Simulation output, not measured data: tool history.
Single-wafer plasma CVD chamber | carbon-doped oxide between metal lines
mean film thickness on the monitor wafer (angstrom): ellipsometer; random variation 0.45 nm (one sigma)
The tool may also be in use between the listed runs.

run,hour,heater temperature setpoint (deg C),chamber pressure (mTorr),RF power (W),deposition time (s),mean film thickness on the monitor wafer (angstrom)
1,0,340,4030,575,18.8,1035.4
2,6.4,344,4030,575,18.8,1026
3,9.9,344,4030,505,18.8,944.97
4,13.3,344,4030,475,18.8,913.95
# hour 22.1: thermocouple changed; heater temperature recalibrated
5,22.1,340,4220,480,18.8,952.44
6,24.3,340,4220,555,18.8,1028.7
7,24.8,342,4160,555,18.8,1032.2

Run 8 comes next. What will it give?
8,28.1,344,4080,555,18.8,?

mean film thickness on the monitor wafer (angstrom): 1020.5
